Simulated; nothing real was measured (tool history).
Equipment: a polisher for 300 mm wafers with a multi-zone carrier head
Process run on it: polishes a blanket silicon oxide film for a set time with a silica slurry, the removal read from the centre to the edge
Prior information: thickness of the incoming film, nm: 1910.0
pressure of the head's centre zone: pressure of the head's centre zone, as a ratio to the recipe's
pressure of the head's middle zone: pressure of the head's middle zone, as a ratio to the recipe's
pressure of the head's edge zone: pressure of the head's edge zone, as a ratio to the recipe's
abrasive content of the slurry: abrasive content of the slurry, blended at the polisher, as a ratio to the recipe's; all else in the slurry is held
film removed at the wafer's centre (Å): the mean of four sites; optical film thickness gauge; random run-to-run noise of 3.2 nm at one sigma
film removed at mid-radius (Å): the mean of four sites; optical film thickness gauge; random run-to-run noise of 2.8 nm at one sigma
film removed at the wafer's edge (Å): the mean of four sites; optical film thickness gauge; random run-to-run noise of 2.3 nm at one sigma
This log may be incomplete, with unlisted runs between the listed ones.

| run | hour | flow of slurry (ml/min) | pressure of the head's centre zone | pressure of the head's middle zone | pressure of the head's edge zone | abrasive content of the slurry | polishing time (s) | film removed at the wafer's centre (Å) | film removed at mid-radius (Å) | film removed at the wafer's edge (Å) |
|---|---|---|---|---|---|---|---|---|---|---|
| 1 | 0.0 | 245 | 1.00 | 1.00 | 1.00 | 1.00 | 58 | 2823.0 | 2967.0 | 2850.3 |
| 2 | 1.2 | 245 | 0.99 | 0.98 | 0.98 | 0.95 | 58 | 2771.9 | 2821.9 | 2743.9 |
| 3 | 5.5 | 240 | 0.96 | 0.97 | 0.96 | 0.90 | 58 | 2674.7 | 2729.5 | 2643.8 |
| 4 | 13.0 | 240 | 0.96 | 0.91 | 0.96 | 0.90 | 58 | 2628.5 | 2561.1 | 2643.3 |
| 5 | 15.9 | 240 | 0.96 | 0.91 | 0.89 | 0.90 | 58 | 2653.9 | 2596.4 | 2546.8 |
| 6 | 21.0 | 235 | 0.93 | 0.90 | 0.88 | 0.85 | 58 | 2433.8 | 2476.4 | 2443.3 |

For run 7, what comes out?
| 7 | 24.2 | 230 | 0.92 | 0.90 | 0.87 | 0.85 | 58 | ? | ? | ? |

Run 7 came out at film removed at the wafer's centre (Å) 2475.8, film removed at mid-radius (Å) 2445.2, film removed at the wafer's edge (Å) 2473.9.
